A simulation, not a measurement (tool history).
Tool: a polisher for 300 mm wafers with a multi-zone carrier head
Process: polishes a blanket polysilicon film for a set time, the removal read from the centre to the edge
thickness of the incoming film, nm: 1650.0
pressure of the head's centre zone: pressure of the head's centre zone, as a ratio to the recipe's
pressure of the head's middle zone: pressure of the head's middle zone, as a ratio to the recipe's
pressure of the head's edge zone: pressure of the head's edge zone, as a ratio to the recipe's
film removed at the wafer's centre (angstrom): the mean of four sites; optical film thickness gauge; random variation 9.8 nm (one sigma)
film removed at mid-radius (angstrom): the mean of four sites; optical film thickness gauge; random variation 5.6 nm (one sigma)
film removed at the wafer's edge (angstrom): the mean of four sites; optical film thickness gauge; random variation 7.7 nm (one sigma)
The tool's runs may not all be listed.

run,hour,flow of slurry (ml/min),pressure of the head's centre zone,pressure of the head's middle zone,pressure of the head's edge zone,polishing time (s),film removed at the wafer's centre (angstrom),film removed at mid-radius (angstrom),film removed at the wafer's edge (angstrom)
1,0.0,270,1.00,1.00,1.00,63,5789.8,5794.9,5911.4
2,8.1,245,1.00,1.00,1.00,63,5780.7,5798.2,5981.5
3,14.6,275,1.00,1.00,1.00,63,5909.2,5943.7,5956.4
4,19.4,265,1.03,0.99,1.02,66,6182.9,6029.2,6474.3
5,21.8,280,1.06,0.99,1.01,68,6594.8,6253.4,6512.8
6,29.9,285,1.09,0.98,1.02,70,6978.0,6284.6,6775.4
7,33.3,290,1.11,0.98,1.04,72,7412.5,6627.6,6980.4
8,42.0,285,1.12,0.97,1.05,73,7659.8,6679.7,7186.3

The next listed run, before its measurement:
9,49.5,280,1.12,0.96,1.07,74,?,?,?

{"run 9": {"film removed at the wafer's centre (angstrom)": 7741.1, "film removed at mid-radius (angstrom)": 6680.0, "film removed at the wafer's edge (angstrom)": 7304.1}}
